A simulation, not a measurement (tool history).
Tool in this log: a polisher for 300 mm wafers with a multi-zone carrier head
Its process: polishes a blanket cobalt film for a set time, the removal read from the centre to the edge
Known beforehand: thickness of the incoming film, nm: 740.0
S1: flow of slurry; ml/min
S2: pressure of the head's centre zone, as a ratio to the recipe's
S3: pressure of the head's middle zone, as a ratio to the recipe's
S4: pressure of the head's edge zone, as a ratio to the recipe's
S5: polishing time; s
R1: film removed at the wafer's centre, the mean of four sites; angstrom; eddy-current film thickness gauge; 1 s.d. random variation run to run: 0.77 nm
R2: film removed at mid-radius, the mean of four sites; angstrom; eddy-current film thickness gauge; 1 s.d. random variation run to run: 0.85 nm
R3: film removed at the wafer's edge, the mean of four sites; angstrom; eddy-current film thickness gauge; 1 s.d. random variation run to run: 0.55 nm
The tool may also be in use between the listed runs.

run 1 hour=0.0 | S1=240 S2=1.00 S3=1.00 S4=1.00 S5=43 | R1=977.55 R2=927.71 R3=949.44
run 2 hour=6.5 | S1=240 S2=1.00 S3=0.93 S4=1.00 S5=43 | R1=962.48 R2=894.55 R3=960.03
run 3 hour=14.8 | S1=235 S2=0.98 S3=0.96 S4=0.97 S5=43 | R1=929.34 R2=907.34 R3=942.48
run 4 hour=16.1 | S1=235 S2=0.90 S3=0.96 S4=0.97 S5=43 | R1=856.62 R2=920.61 R3=935.77
run 5 hour=17.7 | S1=230 S2=0.90 S3=0.98 S4=0.94 S5=43 | R1=856.85 R2=915.50 R3=911.60
run 6 hour=23.7 | S1=225 S2=0.89 S3=1.00 S4=0.92 S5=43 | R1=872.03 R2=919.54 R3=912.80
run 7 hour=24.6 | S1=230 S2=0.88 S3=1.03 S4=0.91 S5=42 | R1=823.31 R2=921.29 R3=890.16

What will run 8 give?
run 8 hour=33.1 | S1=230 S2=0.88 S3=1.05 S4=0.89 S5=42 | R1=? R2=? R3=?

R1: 834.33 angstrom
R2: 945.43 angstrom
R3: 861.61 angstrom
